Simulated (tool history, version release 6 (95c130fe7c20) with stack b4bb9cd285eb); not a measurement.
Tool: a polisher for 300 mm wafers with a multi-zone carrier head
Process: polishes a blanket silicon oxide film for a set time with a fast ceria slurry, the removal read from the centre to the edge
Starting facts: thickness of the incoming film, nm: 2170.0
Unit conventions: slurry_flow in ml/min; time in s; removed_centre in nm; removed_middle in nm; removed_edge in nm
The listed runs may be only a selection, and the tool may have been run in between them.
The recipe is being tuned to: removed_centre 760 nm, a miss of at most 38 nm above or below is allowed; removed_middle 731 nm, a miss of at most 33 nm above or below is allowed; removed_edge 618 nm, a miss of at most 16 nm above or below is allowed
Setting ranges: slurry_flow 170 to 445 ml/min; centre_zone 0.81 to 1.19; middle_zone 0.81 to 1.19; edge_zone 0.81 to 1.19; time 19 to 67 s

run	hour	slurry_flow	centre_zone	middle_zone	edge_zone	time	removed_centre	removed_middle	removed_edge
1	0	285	1	1	1	43	587.28	589.14	560.23
2	6.5	295	1.04	1.04	1.01	44	624.75	626.48	573.69
3	12.6	305	1.08	1.07	1.02	45	653.97	645.12	602.35
4	21.3	305	1.08	1.14	1.02	45	679.52	697	594.09
5	30.2	305	1.08	1.14	1.09	45	660.37	694.07	618.12
6	32.1	310	1.11	1.15	1.07	45	664.57	701.91	606.86
7	39.9	310	1.13	1.14	1.04	46	699.38	705.22	614.97
8	45.8	310	1.13	1.14	1.04	46	677.18	712	609.34
9	47.9	310	1.13	1.14	1.04	46	705.02	699.75	613.29
10	52.5	310	1.13	1.14	1.04	46	702.21	715.74	612.23
11	60.8	315	1.15	1.13	1.03	46	706.02	710.94	605.72

Which of these 4 next moves meets every target?
A	69.1	350	1.19	1.14	0.89	47	?	?	?
B	69.1	325	1.19	1.19	0.97	45	?	?	?
C	69.1	405	1.19	1.13	0.99	47	?	?	?
D	69.1	350	1.19	0.83	0.85	55	?	?	?

move	removed_centre	removed_middle	removed_edge
A	743.61	727.06	580.18
B	706.87	717.39	574.79
C	753.35	730.12	615.54
D	868.29	651.72	667.72
A: meets the target for the result that was furthest off, but another lies outside its allowed miss
B: moves away from the targets compared with the last run
C: all results in spec
D: moves the result that the last run missed by most past its target, out the other side
So the answer is move C, the one that meets all the targets.

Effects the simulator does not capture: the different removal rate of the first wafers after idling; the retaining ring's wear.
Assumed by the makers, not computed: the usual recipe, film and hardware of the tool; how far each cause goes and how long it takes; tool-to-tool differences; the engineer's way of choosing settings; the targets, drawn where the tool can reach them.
